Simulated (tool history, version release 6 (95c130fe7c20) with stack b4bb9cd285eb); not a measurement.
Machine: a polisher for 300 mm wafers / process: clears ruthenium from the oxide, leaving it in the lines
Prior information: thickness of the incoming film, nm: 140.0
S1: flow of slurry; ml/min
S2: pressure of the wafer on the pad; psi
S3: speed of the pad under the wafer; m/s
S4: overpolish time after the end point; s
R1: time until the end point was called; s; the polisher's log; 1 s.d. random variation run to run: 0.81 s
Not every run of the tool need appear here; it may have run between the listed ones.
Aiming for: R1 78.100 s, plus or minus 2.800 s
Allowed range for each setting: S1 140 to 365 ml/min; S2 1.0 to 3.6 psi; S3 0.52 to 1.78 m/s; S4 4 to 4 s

| run | day | S1 | S2 | S3 | S4 | R1 |
|---|---|---|---|---|---|---|
| 1 | 0.000 | 235 | 2.3 | 1.14 | 4 | 120.100 |
| 2 | 0.171 | 235 | 2.5 | 1.14 | 4 | 110.800 |
| 3 | 0.308 | 285 | 2.5 | 1.14 | 4 | 109.300 |
| 4 | 0.421 | 285 | 2.1 | 1.14 | 4 | 126.000 |
| 5 | 0.612 | 240 | 2.1 | 1.14 | 4 | 128.840 |
| 6 | 0.929 | 240 | 2.4 | 1.14 | 4 | 114.020 |
| 7 | 1.200 | 240 | 2.6 | 1.14 | 4 | 108.620 |
| 8 | 1.300 | 240 | 2.8 | 1.14 | 4 | 100.690 |
| 9 | 1.479 | 240 | 2.9 | 1.14 | 4 | 99.764 |
| 10 | 1.629 | 240 | 3.0 | 1.14 | 4 | 97.002 |
| 11 | 1.954 | 240 | 3.1 | 1.16 | 4 | 91.203 |

Next run, 4 choices. One meets every target within its allowed miss, the rest don't. Which?
| A | 2.279 | 220 | 3.6 | 1.20 | 4 | ? |
| B | 2.279 | 320 | 3.1 | 0.96 | 4 | ? |
| C | 2.279 | 250 | 3.6 | 1.08 | 4 | ? |
| D | 2.279 | 285 | 3.4 | 1.12 | 4 | ? |

| move | R1 |
|---|---|
| A | 78.208 |
| B | 106.430 |
| C | 85.455 |
| D | 85.588 |
A: every result lands within tolerance
B: misses by more than the last run did
C: gains on the last run, yet a result remains outside its allowed miss
D: gains on the last run, yet a result remains outside its allowed miss
The right move is A.

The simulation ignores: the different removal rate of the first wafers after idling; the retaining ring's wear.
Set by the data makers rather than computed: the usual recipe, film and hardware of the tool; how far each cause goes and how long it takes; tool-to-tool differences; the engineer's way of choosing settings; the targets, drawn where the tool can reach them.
